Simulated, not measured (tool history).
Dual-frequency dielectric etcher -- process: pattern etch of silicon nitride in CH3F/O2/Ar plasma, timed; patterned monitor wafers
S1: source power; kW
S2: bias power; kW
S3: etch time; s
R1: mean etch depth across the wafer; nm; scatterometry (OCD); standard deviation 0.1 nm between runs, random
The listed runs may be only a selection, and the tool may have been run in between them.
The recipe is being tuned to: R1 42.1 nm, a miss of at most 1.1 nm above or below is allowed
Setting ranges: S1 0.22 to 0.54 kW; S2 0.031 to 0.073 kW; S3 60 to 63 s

{"run": 1, "hour": 0.0, "S1": 0.38, "S2": 0.052, "S3": 60, "R1": 34.533}
{"run": 2, "hour": 7.6, "S1": 0.41, "S2": 0.054, "S3": 60.5, "R1": 37.006}
{"run": 3, "hour": 8.5, "S1": 0.41, "S2": 0.054, "S3": 60, "R1": 36.485}
{"run": 4, "hour": 14.0, "S1": 0.43, "S2": 0.055, "S3": 60, "R1": 37.88}
{"run": 5, "hour": 19.5, "S1": 0.43, "S2": 0.055, "S3": 63, "R1": 39.775}
{"run": 6, "hour": 28.1, "S1": 0.43, "S2": 0.049, "S3": 63, "R1": 37.745}
{"run": 7, "hour": 33.9, "S1": 0.45, "S2": 0.05, "S3": 63, "R1": 39.118}
{"run": 8, "hour": 36.8, "S1": 0.46, "S2": 0.05, "S3": 63, "R1": 39.776}
{"run": 9, "hour": 37.6, "S1": 0.46, "S2": 0.05, "S3": 63, "R1": 39.626}
{"run": 10, "hour": 40.2, "S1": 0.47, "S2": 0.05, "S3": 63, "R1": 40.349}
{"run": 11, "hour": 46.8, "S1": 0.48, "S2": 0.05, "S3": 63, "R1": 40.577}

Of the 5 settings listed for the next run, only one would bring every result within its allowed miss of target. Which one?
{"run": "A", "hour": 53.4, "S1": 0.48, "S2": 0.044, "S3": 62.5, "R1": "?"}
{"run": "B", "hour": 53.4, "S1": 0.44, "S2": 0.051, "S3": 63, "R1": "?"}
{"run": "C", "hour": 53.4, "S1": 0.45, "S2": 0.061, "S3": 60, "R1": "?"}
{"run": "D", "hour": 53.4, "S1": 0.51, "S2": 0.055, "S3": 60.5, "R1": "?"}
{"run": "E", "hour": 53.4, "S1": 0.48, "S2": 0.051, "S3": 61, "R1": "?"}

move=A R1=38.167
move=B R1=38.983
move=C R1=40.529
move=D R1=41.856
move=E R1=39.599
A: the biggest miss grows against the last run
B: the biggest miss grows against the last run
C: about as far from the targets as the last run
D: every result lands within tolerance
E: the biggest miss grows against the last run
Go with D: it meets all targets.
